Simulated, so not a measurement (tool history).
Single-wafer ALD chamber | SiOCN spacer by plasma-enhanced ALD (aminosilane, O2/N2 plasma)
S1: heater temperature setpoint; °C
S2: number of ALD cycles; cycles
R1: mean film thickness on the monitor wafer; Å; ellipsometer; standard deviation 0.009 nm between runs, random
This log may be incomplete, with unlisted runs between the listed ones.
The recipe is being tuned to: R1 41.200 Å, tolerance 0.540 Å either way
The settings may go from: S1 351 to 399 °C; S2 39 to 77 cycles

run  hour   S1  S2      R1
  1   0.0  375  58  32.695
  2   2.4  375  51  28.801
  3   8.7  371  51  28.834
  4  16.9  371  56  31.680
  5  24.8  371  59  33.284
  6  32.1  371  53  29.893
  7  38.7  371  56  31.590
  8  43.2  371  59  33.194
  9  51.8  371  59  33.255
 10  57.4  371  61  34.463
 11  60.1  371  63  35.602
 12  66.7  371  65  36.744
 13  71.3  371  66  37.326
 14  75.3  371  67  37.709
 15  79.9  371  68  38.359
 16  80.6  371  69  38.914
 17  83.3  371  70  39.372
 18  92.2  371  71  39.900
 19  98.9  371  72  40.640

Below are 4 possible settings for the next run. Only one of them brings all results inside the allowed miss of their targets. Which is it?
  A  105.6  377  69   ?
  B  105.6  372  69   ?
  C  105.6  361  71   ?
  D  105.6  368  73   ?

move      R1
   A  38.840
   B  38.840
   C  39.966
   D  41.092
A: lands further from the targets than the last run did
B: lands further from the targets than the last run did
C: lands further from the targets than the last run did
D: in spec on every target
Answer: D
